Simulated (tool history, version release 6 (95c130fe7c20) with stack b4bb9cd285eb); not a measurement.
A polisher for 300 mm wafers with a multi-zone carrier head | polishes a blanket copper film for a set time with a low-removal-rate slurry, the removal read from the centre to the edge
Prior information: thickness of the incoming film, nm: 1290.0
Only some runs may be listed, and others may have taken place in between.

run,hour,flow of slurry (ml/min),pressure of the head's centre zone,pressure of the head's middle zone,pressure of the head's edge zone,abrasive content of the slurry,polishing time (s),film removed at the wafer's centre (Å),film removed at mid-radius (Å),film removed at the wafer's edge (Å)
1,0.0,315,1.00,1.00,1.00,1.00,65,1624.4,1590.3,1645.2
2,8.1,315,1.00,1.00,1.04,1.00,65,1591.3,1604.1,1674.2
3,12.1,315,0.93,1.00,1.04,1.00,65,1552.8,1599.3,1685.7
4,19.1,315,0.93,1.00,0.98,1.00,65,1546.6,1606.4,1610.8
5,27.1,315,0.87,1.00,0.98,1.00,65,1461.5,1575.2,1640.8
6,34.0,315,0.90,0.98,0.96,0.95,65,1437.5,1576.0,1621.5
7,37.0,315,0.90,0.98,0.96,0.95,65,1467.4,1557.8,1610.6
8,43.0,315,0.94,0.97,0.94,0.95,64,1484.0,1500.9,1565.5
9,46.9,315,0.97,0.97,0.92,0.95,64,1529.9,1510.4,1549.7

Forecast run 10:
10,51.8,315,0.99,0.96,0.91,0.95,63,?,?,?

film removed at the wafer's centre (Å): 1569.0
film removed at mid-radius (Å): 1482.0
film removed at the wafer's edge (Å): 1489.9
